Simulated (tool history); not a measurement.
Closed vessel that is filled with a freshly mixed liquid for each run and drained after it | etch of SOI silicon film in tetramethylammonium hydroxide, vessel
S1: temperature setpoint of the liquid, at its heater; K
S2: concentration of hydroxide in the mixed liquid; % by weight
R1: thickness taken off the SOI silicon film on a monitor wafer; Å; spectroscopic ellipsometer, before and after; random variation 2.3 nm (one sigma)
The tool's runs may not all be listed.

{"run": 1, "hour": 0.0, "S1": 342.15, "S2": 13.5, "time in the liquid (s)": 85, "R1": 5199.4}
{"run": 2, "hour": 6.1, "S1": 344.65, "S2": 13.5, "time in the liquid (s)": 85, "R1": 5997.4}
{"run": 3, "hour": 10.8, "S1": 344.65, "S2": 13.5, "time in the liquid (s)": 90, "R1": 6433.6}
{"run": 4, "hour": 18.5, "S1": 339.65, "S2": 13.5, "time in the liquid (s)": 90, "R1": 4725}
{"run": 5, "hour": 26.5, "S1": 338.15, "S2": 13.5, "time in the liquid (s)": 90, "R1": 4321}
{"run": 6, "hour": 29.3, "S1": 337.15, "S2": 13.5, "time in the liquid (s)": 90, "R1": 4124.5}
{"run": 7, "hour": 34.2, "S1": 336.15, "S2": 13.5, "time in the liquid (s)": 90, "R1": 3848.8}
{"run": 8, "hour": 43.1, "S1": 335.65, "S2": 13.5, "time in the liquid (s)": 90, "R1": 3764.6}

Forecast run 9:
{"run": 9, "hour": 44.3, "S1": 335.15, "S2": 13.5, "time in the liquid (s)": 90, "R1": "?"}

Run 9 gave R1 3601.4 Å.

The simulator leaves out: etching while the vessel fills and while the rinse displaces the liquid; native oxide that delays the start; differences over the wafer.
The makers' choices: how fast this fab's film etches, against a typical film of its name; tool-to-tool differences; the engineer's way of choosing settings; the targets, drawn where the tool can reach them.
